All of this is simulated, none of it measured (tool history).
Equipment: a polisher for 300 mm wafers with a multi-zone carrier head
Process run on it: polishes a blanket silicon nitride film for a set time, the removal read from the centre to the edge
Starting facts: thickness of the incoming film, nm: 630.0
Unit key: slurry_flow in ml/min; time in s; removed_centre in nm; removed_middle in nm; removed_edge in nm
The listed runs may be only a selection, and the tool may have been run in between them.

{"run": 1, "hour": 0.0, "slurry_flow": 180, "centre_zone": 1, "middle_zone": 1, "edge_zone": 1, "time": 51, "removed_centre": 94.926, "removed_middle": 101.08, "removed_edge": 101.02}
{"run": 2, "hour": 6.4, "slurry_flow": 180, "centre_zone": 1.01, "middle_zone": 0.99, "edge_zone": 0.97, "time": 47, "removed_centre": 90.22, "removed_middle": 92.22, "removed_edge": 92.007}
{"run": 3, "hour": 13.2, "slurry_flow": 180, "centre_zone": 1.01, "middle_zone": 0.99, "edge_zone": 0.95, "time": 44, "removed_centre": 84.691, "removed_middle": 87.502, "removed_edge": 85.997}
{"run": 4, "hour": 17.4, "slurry_flow": 180, "centre_zone": 1.01, "middle_zone": 0.98, "edge_zone": 0.93, "time": 41, "removed_centre": 79.597, "removed_middle": 80.103, "removed_edge": 79.114}
{"run": 5, "hour": 22.6, "slurry_flow": 180, "centre_zone": 1.01, "middle_zone": 0.97, "edge_zone": 0.91, "time": 40, "removed_centre": 75.269, "removed_middle": 76.806, "removed_edge": 75.717}
{"run": 6, "hour": 29.5, "slurry_flow": 180, "centre_zone": 1.02, "middle_zone": 0.96, "edge_zone": 0.89, "time": 39, "removed_centre": 74.093, "removed_middle": 74.52, "removed_edge": 73.165}
{"run": 7, "hour": 34.9, "slurry_flow": 175, "centre_zone": 1.02, "middle_zone": 0.95, "edge_zone": 0.88, "time": 38, "removed_centre": 70.957, "removed_middle": 70.657, "removed_edge": 71.477}

Estimate the outcome of run 8 from the log above:
{"hour": 42.7, "done": "slurry nozzle cleaned"}
{"run": 8, "hour": 42.7, "slurry_flow": 155, "centre_zone": 1.07, "middle_zone": 0.99, "edge_zone": 0.81, "time": 32, "removed_centre": "?", "removed_middle": "?", "removed_edge": "?"}

Run 8 produced removed_centre 67.818 nm, removed_middle 65.017 nm, removed_edge 58.527 nm.
